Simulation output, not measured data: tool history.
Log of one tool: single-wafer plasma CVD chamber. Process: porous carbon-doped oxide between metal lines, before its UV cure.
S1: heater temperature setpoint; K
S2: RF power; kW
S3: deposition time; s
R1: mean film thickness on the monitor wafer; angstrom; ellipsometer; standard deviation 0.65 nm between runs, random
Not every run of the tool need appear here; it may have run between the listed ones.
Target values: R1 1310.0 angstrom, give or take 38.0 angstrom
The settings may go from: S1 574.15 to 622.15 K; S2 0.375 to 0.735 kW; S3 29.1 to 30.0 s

run 1 hour=0.0 | S1=598.15 S2=0.555 S3=29.1 | R1=1554.9
run 2 hour=5.4 | S1=598.15 S2=0.555 S3=30.0 | R1=1604.2
run 3 hour=9.9 | S1=598.15 S2=0.555 S3=30.0 | R1=1609.8
run 4 hour=14.7 | S1=600.15 S2=0.540 S3=29.9 | R1=1546.6
run 5 hour=23.4 | S1=602.15 S2=0.530 S3=29.9 | R1=1524.8
run 6 hour=25.2 | S1=602.15 S2=0.580 S3=29.9 | R1=1602.7
run 7 hour=30.4 | S1=604.15 S2=0.565 S3=29.8 | R1=1562.9
run 8 hour=33.4 | S1=605.15 S2=0.550 S3=29.7 | R1=1527.0
run 9 hour=38.1 | S1=606.15 S2=0.535 S3=29.6 | R1=1499.7

Which one of the following 5 next-run settings gets every result inside its allowed miss? There is exactly one.
run A hour=42.8 | S1=609.15 S2=0.405 S3=29.1 | R1=?
run B hour=42.8 | S1=617.15 S2=0.545 S3=29.1 | R1=?
run C hour=42.8 | S1=622.15 S2=0.495 S3=29.1 | R1=?
run D hour=42.8 | S1=605.15 S2=0.400 S3=29.1 | R1=?
run E hour=42.8 | S1=619.15 S2=0.440 S3=29.1 | R1=?

move=A R1=1233.8
move=B R1=1427.3
move=C R1=1324.8
move=D R1=1243.6
move=E R1=1252.3
A: the result that was furthest off in the last run now lies on the other side of its target
B: nearer the targets than the last run, but a result is still out of spec
C: every result lands within tolerance
D: the result that was furthest off in the last run now lies on the other side of its target
E: the result that was furthest off in the last run now lies on the other side of its target
C is the move that brings every result within its allowed miss.
